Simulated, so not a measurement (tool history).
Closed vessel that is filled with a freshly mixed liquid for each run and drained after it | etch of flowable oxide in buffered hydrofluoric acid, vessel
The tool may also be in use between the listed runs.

run,day,temperature setpoint of the liquid (K),parts of 40 % ammonium fluoride to one part of 49 % hydrofluoric acid (parts by volume),time in the liquid (s),thickness taken off the flowable oxide on a monitor wafer (angstrom)
1,0.000,297.15,17.0,30,740.72
2,0.342,297.15,19.0,30,660.31
3,0.408,297.15,16.0,30,782.48
4,0.708,297.15,12.5,30,986.02
5,1.071,297.15,12.5,30,991.69
6,1.258,298.65,12.5,30,1086.80
# day 1.346: hydrofluoric acid flow meter replaced
7,1.346,299.15,12.5,30,1014.50

The next listed run, before its measurement:
8,1.621,299.15,12.5,30,?

Run 8 came out at thickness taken off the flowable oxide on a monitor wafer (angstrom) 993.52.

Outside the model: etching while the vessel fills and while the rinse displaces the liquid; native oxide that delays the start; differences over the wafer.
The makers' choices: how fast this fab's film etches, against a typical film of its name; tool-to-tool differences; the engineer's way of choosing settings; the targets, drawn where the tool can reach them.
